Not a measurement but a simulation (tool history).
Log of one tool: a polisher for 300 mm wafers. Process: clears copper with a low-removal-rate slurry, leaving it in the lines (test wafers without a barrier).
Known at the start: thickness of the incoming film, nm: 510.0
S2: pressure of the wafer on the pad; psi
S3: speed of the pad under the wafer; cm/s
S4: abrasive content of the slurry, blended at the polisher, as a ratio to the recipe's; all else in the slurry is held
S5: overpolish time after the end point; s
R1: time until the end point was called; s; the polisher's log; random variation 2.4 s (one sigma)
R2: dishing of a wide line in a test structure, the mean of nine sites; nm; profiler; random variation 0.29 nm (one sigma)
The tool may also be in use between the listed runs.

run 1 hour=0 | flow_of_slurry_(ml/min)=170 S2=3.6 S3=108 S4=1 S5=10 | R1=135.81 R2=28.785
run 2 hour=7.1 | flow_of_slurry_(ml/min)=205 S2=3.6 S3=108 S4=1 S5=10 | R1=131.83 R2=28.783
run 3 hour=8.4 | flow_of_slurry_(ml/min)=205 S2=3.6 S3=108 S4=1 S5=9 | R1=132.45 R2=26.174
run 4 hour=11.8 | flow_of_slurry_(ml/min)=210 S2=3.4 S3=108 S4=1 S5=7 | R1=139.06 R2=20.894
run 5 hour=12.9 | flow_of_slurry_(ml/min)=210 S2=3.4 S3=86 S4=1 S5=7 | R1=167.28 R2=16.442
run 6 hour=14.3 | flow_of_slurry_(ml/min)=210 S2=3.5 S3=86 S4=1 S5=7 | R1=168.74 R2=17.886

Forecast run 7:
run 7 hour=19.9 | flow_of_slurry_(ml/min)=210 S2=3.6 S3=86 S4=1 S5=7 | R1=? R2=?

Run 7 gave R1 159.66 s, R2 17.641 nm.
